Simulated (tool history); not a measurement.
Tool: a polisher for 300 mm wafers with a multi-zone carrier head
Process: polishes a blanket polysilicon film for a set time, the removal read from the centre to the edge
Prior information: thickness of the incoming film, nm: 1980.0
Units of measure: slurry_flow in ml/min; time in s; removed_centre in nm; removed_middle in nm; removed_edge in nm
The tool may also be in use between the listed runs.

run	day	slurry_flow	centre_zone	middle_zone	edge_zone	time	removed_centre	removed_middle	removed_edge
1	0	190	1	1	1	45	466.56	468.09	464.41
2	0.283	190	1	1	1.04	45	461.91	460.39	482.97
3	0.417	190	1	1	1.04	39	404.43	401.48	405.77
4	0.771	190	1	0.99	1.02	38	396.03	389.99	388.15
5	1.104	190	1	0.98	1	37	385.95	379.18	387.91
# day 1.312: worn pad replaced by a new one
6	1.312	190	1.01	0.99	0.99	36	409.62	405.01	409.34
7	1.492	240	0.99	0.9	0.89	23	265.38	246.41	253.69
8	1.788	240	1	0.92	0.89	23	265.35	246.92	251.76
9	1.896	240	1.01	0.94	0.9	23	273.26	254.15	255.16
10	2.175	240	1.02	0.96	0.91	23	276.38	259.33	255.6
11	2.233	240	1.03	0.98	0.92	23	277.21	262.86	260.62
12	2.483	235	1.04	1	0.92	23	277.91	269.8	258.28
13	2.742	235	1.04	1	0.92	23	276.02	261.97	257.53
14	2.954	235	1.05	1.02	0.92	24	297.31	281.05	269.43
15	3.038	235	1.06	1.03	0.92	24	301.94	284.28	268.68
16	3.221	235	1.06	1.04	0.92	24	296.97	293.51	261.41
17	3.25	235	1.07	1.04	0.93	24	303.7	287.92	268.06
18	3.621	235	1.07	1.05	0.93	24	302.63	293.64	264.91

Run 19 comes next. What will it give?
19	3.979	235	1.07	1.05	0.94	24	?	?	?

Run 19 measured removed_centre 299.2 nm, removed_middle 293.72 nm, removed_edge 267.93 nm.
